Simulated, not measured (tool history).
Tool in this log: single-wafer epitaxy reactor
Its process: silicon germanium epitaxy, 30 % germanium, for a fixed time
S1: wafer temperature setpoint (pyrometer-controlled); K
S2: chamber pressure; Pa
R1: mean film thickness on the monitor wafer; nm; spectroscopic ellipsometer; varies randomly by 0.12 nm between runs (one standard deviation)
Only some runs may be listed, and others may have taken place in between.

{"run": 1, "hour": 0.0, "S1": 848.15, "S2": 3560, "R1": 41.6}
{"run": 2, "hour": 2.0, "S1": 845.15, "S2": 3546, "R1": 38.654}
{"run": 3, "hour": 9.5, "S1": 843.15, "S2": 3546, "R1": 37.266}
{"run": 4, "hour": 16.5, "S1": 841.15, "S2": 3546, "R1": 35.159}
{"run": 5, "hour": 22.9, "S1": 841.15, "S2": 3093, "R1": 33.19}
{"run": 6, "hour": 28.1, "S1": 841.15, "S2": 3573, "R1": 35.534}
{"run": 7, "hour": 35.9, "S1": 839.15, "S2": 3573, "R1": 34.015}
{"run": 8, "hour": 38.3, "S1": 838.15, "S2": 3573, "R1": 33.345}
{"run": 9, "hour": 41.1, "S1": 837.15, "S2": 3573, "R1": 32.49}
{"run": 10, "hour": 49.2, "S1": 836.15, "S2": 3573, "R1": 31.72}
{"run": 11, "hour": 53.3, "S1": 835.15, "S2": 3573, "R1": 30.899}

Run 12 has not been measured yet. What should we expect?
{"run": 12, "hour": 61.9, "S1": 833.15, "S2": 3573, "R1": "?"}

Run 12 gave R1 29.893 nm.
